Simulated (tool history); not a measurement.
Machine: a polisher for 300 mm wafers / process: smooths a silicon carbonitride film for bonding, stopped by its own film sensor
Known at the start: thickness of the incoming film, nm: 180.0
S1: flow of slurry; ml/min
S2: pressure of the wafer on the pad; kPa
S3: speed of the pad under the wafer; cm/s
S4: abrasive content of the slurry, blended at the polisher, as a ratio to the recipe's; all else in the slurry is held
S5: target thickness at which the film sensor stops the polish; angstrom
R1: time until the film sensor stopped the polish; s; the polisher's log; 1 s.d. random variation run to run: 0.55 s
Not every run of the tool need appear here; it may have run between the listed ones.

run,hour,S1,S2,S3,S4,S5,R1
1,0.0,135,15.9,76,1.0,1700,44.888
2,5.4,120,15.9,76,1.0,1700,47.797
3,7.3,125,16.5,76,1.0,1700,45.135
4,13.5,125,20.0,76,1.0,1700,37.773
5,20.5,125,18.6,76,1.0,1700,40.005
6,25.1,125,18.6,76,1.0,1700,38.878
7,33.0,125,18.6,76,1.0,1700,37.936
8,41.8,125,19.3,76,1.0,1700,38.432
9,50.2,125,20.0,76,1.0,1700,36.008

What does the tool deliver on the next run?
10,57.9,130,20.0,76,1.0,1700,?

{"run 10": {"R1": 36.302}}
